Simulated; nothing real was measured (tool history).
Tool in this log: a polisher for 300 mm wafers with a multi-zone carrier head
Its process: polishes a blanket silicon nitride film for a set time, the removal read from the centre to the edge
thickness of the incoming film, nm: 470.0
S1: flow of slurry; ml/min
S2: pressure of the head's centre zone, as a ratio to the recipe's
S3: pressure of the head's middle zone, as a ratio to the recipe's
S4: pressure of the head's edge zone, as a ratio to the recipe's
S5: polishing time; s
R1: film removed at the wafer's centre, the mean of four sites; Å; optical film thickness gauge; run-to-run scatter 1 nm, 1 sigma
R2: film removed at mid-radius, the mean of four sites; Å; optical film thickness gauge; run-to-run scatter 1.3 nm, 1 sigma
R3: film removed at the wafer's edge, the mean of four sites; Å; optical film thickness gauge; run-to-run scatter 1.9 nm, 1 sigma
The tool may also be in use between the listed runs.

| run | hour | S1 | S2 | S3 | S4 | S5 | R1 | R2 | R3 |
|---|---|---|---|---|---|---|---|---|---|
| 1 | 0 | 210 | 1 | 1 | 1 | 44 | 1082.9 | 1117.1 | 1099.5 |
| 2 | 2.2 | 215 | 1 | 1 | 1.03 | 45 | 1126.6 | 1143.2 | 1147.1 |
| 3 | 3 | 215 | 1 | 1 | 1.03 | 53 | 1328.6 | 1324.9 | 1354.2 |
| 4 | 9 | 215 | 1 | 1 | 1.03 | 48 | 1195.4 | 1213.7 | 1254.2 |
| 5 | 13.9 | 215 | 1 | 1.06 | 1.03 | 48 | 1213.7 | 1275.7 | 1248.8 |
| 6 | 14.6 | 215 | 1 | 1.06 | 1.06 | 48 | 1193.1 | 1273.5 | 1250.3 |
| 7 | 20.5 | 215 | 1 | 1.06 | 1.06 | 48 | 1189.5 | 1276.1 | 1223.5 |
| 8 | 23.6 | 220 | 0.99 | 1.04 | 1.07 | 49 | 1217.2 | 1277.8 | 1304.6 |
| 9 | 29.5 | 225 | 0.99 | 1.04 | 1.08 | 49 | 1229.2 | 1283 | 1303.9 |
| 10 | 33.1 | 225 | 0.99 | 1.04 | 1.09 | 49 | 1227 | 1308.1 | 1330.5 |

Predict the results of run 11:
| 11 | 41.2 | 225 | 1 | 0.98 | 1.17 | 49 | ? | ? | ? |

{"run 11": {"R1": 1244.4, "R2": 1247.4, "R3": 1338.8}}
